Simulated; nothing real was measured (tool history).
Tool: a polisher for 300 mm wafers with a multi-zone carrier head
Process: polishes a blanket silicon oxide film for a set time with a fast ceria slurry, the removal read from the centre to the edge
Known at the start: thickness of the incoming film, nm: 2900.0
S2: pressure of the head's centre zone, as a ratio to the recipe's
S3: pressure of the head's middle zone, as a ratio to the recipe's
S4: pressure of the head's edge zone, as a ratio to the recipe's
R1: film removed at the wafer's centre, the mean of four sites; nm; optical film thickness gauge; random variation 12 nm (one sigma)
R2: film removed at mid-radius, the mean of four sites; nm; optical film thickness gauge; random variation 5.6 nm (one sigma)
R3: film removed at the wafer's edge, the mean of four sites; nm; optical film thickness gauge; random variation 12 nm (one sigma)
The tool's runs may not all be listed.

Run 1, hour 0: flow of slurry (ml/min) 300, S2 1, S3 1, S4 1, polishing time (s) 59. Result: R1 708.44 nm, R2 695.11 nm, R3 683.95 nm.
Run 2, hour 4.1: flow of slurry (ml/min) 300, S2 1, S3 1, S4 1, polishing time (s) 65. Result: R1 776.99 nm, R2 773.96 nm, R3 782.76 nm.
Run 3, hour 5.7: flow of slurry (ml/min) 305, S2 1.01, S3 1.01, S4 1.01, polishing time (s) 65. Result: R1 788.31 nm, R2 781.17 nm, R3 775.1 nm.
Run 4, hour 11.2: flow of slurry (ml/min) 305, S2 1.01, S3 1.01, S4 0.96, polishing time (s) 65. Result: R1 778.94 nm, R2 782.94 nm, R3 749.85 nm.
Run 5, hour 18.6: flow of slurry (ml/min) 305, S2 1.01, S3 0.95, S4 0.96, polishing time (s) 65. Result: R1 799.86 nm, R2 752.44 nm, R3 757.01 nm.
Run 6, hour 20.1: flow of slurry (ml/min) 305, S2 1.01, S3 0.95, S4 0.96, polishing time (s) 51. Result: R1 633.85 nm, R2 582.82 nm, R3 582 nm.
Run 7, hour 21.1: flow of slurry (ml/min) 305, S2 1.02, S3 0.97, S4 0.98, polishing time (s) 53. Result: R1 663.36 nm, R2 611.24 nm, R3 617.58 nm.
Run 8, hour 26.3: flow of slurry (ml/min) 310, S2 1.03, S3 0.99, S4 0.99, polishing time (s) 55. Result: R1 687.21 nm, R2 644.32 nm, R3 649.65 nm.
Run 9, hour 28.5: flow of slurry (ml/min) 310, S2 1.03, S3 0.99, S4 0.99, polishing time (s) 55. Result: R1 679.77 nm, R2 646.49 nm, R3 655.94 nm.

The next listed run, before its measurement:
Run 10, hour 37.1: flow of slurry (ml/min) 310, S2 1.05, S3 1, S4 0.99, polishing time (s) 57. Result: R1 ?, R2 ?, R3 ?.

Run 10 gave R1 701.27 nm, R2 678.08 nm, R3 684.93 nm.
